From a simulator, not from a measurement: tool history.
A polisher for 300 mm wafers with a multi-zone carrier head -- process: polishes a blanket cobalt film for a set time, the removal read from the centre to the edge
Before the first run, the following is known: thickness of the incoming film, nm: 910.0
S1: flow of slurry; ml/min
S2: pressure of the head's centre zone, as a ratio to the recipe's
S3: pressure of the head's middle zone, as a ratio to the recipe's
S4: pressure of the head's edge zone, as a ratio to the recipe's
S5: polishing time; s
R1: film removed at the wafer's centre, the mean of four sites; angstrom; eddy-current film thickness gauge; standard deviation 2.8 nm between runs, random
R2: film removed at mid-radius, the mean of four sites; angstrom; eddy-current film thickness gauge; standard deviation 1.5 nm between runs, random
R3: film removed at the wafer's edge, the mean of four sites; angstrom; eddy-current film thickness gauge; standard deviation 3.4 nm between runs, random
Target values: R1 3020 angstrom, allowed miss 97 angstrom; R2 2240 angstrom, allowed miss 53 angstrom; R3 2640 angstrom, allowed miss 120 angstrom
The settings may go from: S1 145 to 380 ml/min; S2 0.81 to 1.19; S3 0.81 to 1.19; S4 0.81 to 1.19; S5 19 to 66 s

run	day	S1	S2	S3	S4	S5	R1	R2	R3
1	0	245	1	1	1	42	2624.7	2582.8	2553.5
2	0.108	235	1.04	0.95	1.02	42	2741.5	2418.4	2565.4
3	0.158	235	1.04	0.95	1.09	42	2722.8	2469.6	2697.6
4	0.25	235	1.04	1.04	1.09	42	2729	2650.3	2684.9
5	0.562	220	1.08	1	1.09	42	2814.1	2502.9	2716.2
6	0.775	210	1.11	0.98	1.07	42	2900.2	2480.5	2616.1
7	0.871	200	1.13	0.95	1.08	42	2940.5	2386.2	2678.7
8	1.067	190	1.14	0.94	1.08	42	2920.1	2359.2	2579.1
9	1.367	190	1.15	0.92	1.09	42	2914.5	2301.4	2611
10	1.567	190	1.15	0.92	1.09	42	2935.1	2320	2608.4
11	1.788	190	1.16	0.91	1.1	42	2909.9	2309.3	2689.3

Which one of the following 5 next-run settings gets every result inside its allowed miss? There is exactly one.
A	2.008	160	1.19	0.89	1.09	43	?	?	?
B	2.008	160	1.08	0.85	1.16	44	?	?	?
C	2.008	225	1.06	0.85	1.12	44	?	?	?
D	2.008	205	1.16	0.98	1.05	41	?	?	?
E	2.008	180	1.12	1.01	1.15	41	?	?	?

move	R1	R2	R3
A	3016.6	2254.6	2597.4
B	2798.8	2222.2	2745.3
C	2891.1	2327.1	2789.2
D	2915.6	2412.3	2490.5
E	2761.1	2432.1	2573.5
A: each result inside its tolerance
B: meets the target for the result that was furthest off, but another lies outside its allowed miss
C: misses by more than the last run did
D: misses by more than the last run did
E: misses by more than the last run did
Move A is the one to make.

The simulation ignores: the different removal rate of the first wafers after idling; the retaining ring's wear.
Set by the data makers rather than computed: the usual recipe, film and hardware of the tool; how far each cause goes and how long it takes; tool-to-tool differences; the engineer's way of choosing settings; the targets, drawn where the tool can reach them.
